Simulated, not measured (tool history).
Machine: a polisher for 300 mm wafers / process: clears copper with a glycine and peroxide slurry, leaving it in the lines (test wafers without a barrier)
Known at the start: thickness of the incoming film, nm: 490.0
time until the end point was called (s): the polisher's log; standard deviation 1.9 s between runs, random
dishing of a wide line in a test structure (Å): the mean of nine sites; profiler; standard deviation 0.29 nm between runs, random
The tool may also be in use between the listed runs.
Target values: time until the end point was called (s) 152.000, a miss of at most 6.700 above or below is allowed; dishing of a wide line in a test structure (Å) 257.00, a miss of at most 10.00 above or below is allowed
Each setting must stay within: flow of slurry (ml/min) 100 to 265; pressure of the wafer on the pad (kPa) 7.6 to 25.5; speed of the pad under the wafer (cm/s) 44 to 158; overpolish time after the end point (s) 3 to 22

run,day,flow of slurry (ml/min),pressure of the wafer on the pad (kPa),speed of the pad under the wafer (cm/s),overpolish time after the end point (s),time until the end point was called (s),dishing of a wide line in a test structure (Å)
1,0.000,170,16.5,100,11,97.697,374.56
2,0.167,165,15.2,100,11,103.490,362.67
3,0.362,165,12.4,100,11,109.810,340.26
4,0.592,160,11.7,96,11,117.980,322.20
5,0.925,160,11.0,94,11,124.040,304.75
6,0.967,120,11.0,94,11,128.860,291.72
7,1.283,120,10.3,94,11,135.430,284.79
8,1.612,120,9.7,94,11,137.730,267.51
9,1.825,120,9.7,94,11,138.770,277.15

Of the 4 settings listed for the next run, only one would bring every result within its allowed miss of target. Which one?
A,2.038,145,11.0,72,11,?,?
B,2.038,145,7.6,122,9,?,?
C,2.038,100,9.0,90,14,?,?
D,2.038,105,10.3,86,12,?,?

move,time until the end point was called (s),dishing of a wide line in a test structure (Å)
A,150.810,253.97
B,117.820,261.03
C,152.760,309.97
D,147.450,279.33
A: in spec on every target
B: corrects the largest miss of the last run, while another result sits out of spec
C: moves away from the targets compared with the last run
D: moves away from the targets compared with the last run
So the answer is move A, the one that meets all the targets.
